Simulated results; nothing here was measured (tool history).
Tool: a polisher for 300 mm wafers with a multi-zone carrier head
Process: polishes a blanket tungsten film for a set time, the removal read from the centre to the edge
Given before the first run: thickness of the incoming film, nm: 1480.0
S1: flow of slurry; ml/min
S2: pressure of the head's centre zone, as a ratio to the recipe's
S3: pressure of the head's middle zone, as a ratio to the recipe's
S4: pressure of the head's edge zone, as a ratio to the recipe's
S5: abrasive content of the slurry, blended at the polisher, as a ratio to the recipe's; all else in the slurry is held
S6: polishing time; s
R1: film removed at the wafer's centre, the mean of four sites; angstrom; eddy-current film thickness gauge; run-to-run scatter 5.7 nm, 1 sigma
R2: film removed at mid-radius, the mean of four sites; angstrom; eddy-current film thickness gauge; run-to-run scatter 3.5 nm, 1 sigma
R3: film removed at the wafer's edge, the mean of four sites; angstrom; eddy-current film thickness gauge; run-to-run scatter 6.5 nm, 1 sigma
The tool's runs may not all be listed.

run    day   S1    S2    S3    S4    S5  S6      R1      R2      R3
  1      0  240     1     1     1     1  86  3225.6  3302.1  3129.9
  2  0.225  240     1     1  0.94     1  86  3198.3  3327.5    2979
  3  0.496  240     1     1  0.94  0.85  86  3044.6  3133.3  2939.2
  4  0.633  240     1     1  0.88  0.85  86  3056.8  3124.8  2856.8
  5  0.654  240     1  0.93  0.88  0.85  86  3128.4  2979.1    2809
     0.975  -- edge zone pressure recalibrated
  6  0.975  245  1.03  0.97  0.97  1.05  90  3566.7  3433.1  3434.1
  7  1.112  265  1.08  1.03  0.97   1.2  91  3901.1  3814.7  3709.5
  8  1.467  275  1.11  1.08  0.96   1.3  92  4179.5  4142.8  3687.5
  9  1.671  285  1.12  1.11  1.01  1.35  92  4224.6  4368.7  3947.4
 10  1.854  295  1.14  1.12  1.03   1.4  92  4396.1  4351.7  4033.1
 11  1.958  300  1.15  1.14  1.04  1.45  93  4434.7  4600.2    4060
 12  2.092  305  1.16  1.14  1.06  1.45  94  4670.4  4638.1  4282.1
 13  2.433  310  1.16  1.15  1.06  1.45  94  4570.2  4648.5  4163.7
 14  2.625  310  1.16  1.15  1.07  1.45  94  4608.4  4668.9  4215.5

Forecast run 15:
 15  2.8  310  1.16  1.15  1.08  1.45  94   ?   ?   ?

Run 15 came out at R1 4526.7 angstrom, R2 4659 angstrom, R3 4256.9 angstrom.
